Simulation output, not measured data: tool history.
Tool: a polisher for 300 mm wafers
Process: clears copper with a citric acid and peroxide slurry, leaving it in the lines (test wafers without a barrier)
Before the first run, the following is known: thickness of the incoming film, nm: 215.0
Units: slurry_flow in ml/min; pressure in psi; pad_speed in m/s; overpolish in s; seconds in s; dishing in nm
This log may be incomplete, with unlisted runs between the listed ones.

Run 1, day 0: slurry_flow 145 ml/min, pressure 2.6 psi, pad_speed 1.22 m/s, slurry_solids 1, overpolish 14 s. Result: seconds 74.639 s, dishing 26.552 nm.
Run 2, day 0.175: slurry_flow 140 ml/min, pressure 2.4 psi, pad_speed 1.22 m/s, slurry_solids 1, overpolish 15 s. Result: seconds 83.333 s, dishing 25.879 nm.
Run 3, day 0.35: slurry_flow 135 ml/min, pressure 2.3 psi, pad_speed 1.22 m/s, slurry_solids 1, overpolish 16 s. Result: seconds 87.462 s, dishing 26.963 nm.
Run 4, day 0.662: slurry_flow 135 ml/min, pressure 2.6 psi, pad_speed 1.22 m/s, slurry_solids 1, overpolish 16 s. Result: seconds 78.259 s, dishing 30.03 nm.
Run 5, day 0.929: slurry_flow 135 ml/min, pressure 2.6 psi, pad_speed 1.22 m/s, slurry_solids 1, overpolish 20 s. Result: seconds 76.329 s, dishing 35.843 nm.
Run 6, day 1.212: slurry_flow 130 ml/min, pressure 2.4 psi, pad_speed 1.22 m/s, slurry_solids 1, overpolish 20 s. Result: seconds 81.496 s, dishing 33.563 nm.
Run 7, day 1.425: slurry_flow 125 ml/min, pressure 2.2 psi, pad_speed 1.22 m/s, slurry_solids 1, overpolish 21 s. Result: seconds 93.999 s, dishing 31.852 nm.
Run 8, day 1.496: slurry_flow 120 ml/min, pressure 2.1 psi, pad_speed 1.22 m/s, slurry_solids 1, overpolish 21 s. Result: seconds 98.848 s, dishing 30.343 nm.
Run 9, day 1.646: slurry_flow 115 ml/min, pressure 2 psi, pad_speed 1.22 m/s, slurry_solids 1, overpolish 21 s. Result: seconds 103.16 s, dishing 29.245 nm.

Run 10 comes next. What will it give?
At day 1.788: head pressure recalibrated.
Run 10, day 1.788: slurry_flow 100 ml/min, pressure 1.4 psi, pad_speed 1.2 m/s, slurry_solids 1, overpolish 23 s. Result: seconds ?, dishing ?.

Logged for run 10: seconds 141.34 s, dishing 23.08 nm.

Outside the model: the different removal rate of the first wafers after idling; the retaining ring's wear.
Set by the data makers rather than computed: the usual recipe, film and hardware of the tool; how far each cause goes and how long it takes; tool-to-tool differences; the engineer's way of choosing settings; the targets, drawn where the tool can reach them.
